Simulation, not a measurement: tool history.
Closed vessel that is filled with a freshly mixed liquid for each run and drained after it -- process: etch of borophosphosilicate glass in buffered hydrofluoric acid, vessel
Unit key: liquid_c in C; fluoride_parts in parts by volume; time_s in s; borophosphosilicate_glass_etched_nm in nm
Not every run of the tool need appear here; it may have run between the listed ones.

run,hour,liquid_c,fluoride_parts,time_s,borophosphosilicate_glass_etched_nm
1,0,22,20.5,100,114.91
2,4.7,22,22.5,100,107.64
3,10.5,18.5,22.5,100,88.518
4,12.2,18.5,22.5,110,97.163
5,15.7,19.5,22.5,110,103.58
6,17.9,20.5,22.5,110,109.68

Expected results for the next run?
7,20.5,21.5,22.5,110,?

{"run 7": {"borophosphosilicate_glass_etched_nm": 115.78}}
